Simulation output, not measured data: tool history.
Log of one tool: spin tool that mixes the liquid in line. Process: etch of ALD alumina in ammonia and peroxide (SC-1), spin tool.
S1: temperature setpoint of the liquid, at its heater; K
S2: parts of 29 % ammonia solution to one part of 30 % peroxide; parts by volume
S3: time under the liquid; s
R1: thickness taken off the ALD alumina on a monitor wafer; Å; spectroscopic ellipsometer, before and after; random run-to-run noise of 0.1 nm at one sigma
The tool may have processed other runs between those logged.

run 1 hour=0 | S1=329.15 S2=0.4 S3=260 | R1=166
run 2 hour=5.7 | S1=328.15 S2=0.4 S3=260 | R1=153.34
run 3 hour=14.4 | S1=328.15 S2=0.4 S3=280 | R1=167.46
run 4 hour=21.1 | S1=327.15 S2=0.4 S3=280 | R1=158.4
run 5 hour=27.2 | S1=327.15 S2=0.4 S3=280 | R1=157.73
run 6 hour=35.4 | S1=330.65 S2=0.4 S3=280 | R1=188.42
run 7 hour=37.7 | S1=329.15 S2=0.4 S3=280 | R1=174.95
run 8 hour=40.4 | S1=328.15 S2=0.4 S3=280 | R1=166.24
run 9 hour=45.7 | S1=327.15 S2=0.4 S3=280 | R1=156.84

Predict the results of run 10:
run 10 hour=54.5 | S1=319.15 S2=0.4 S3=280 | R1=?

{"run 10": {"R1": 99.475}}
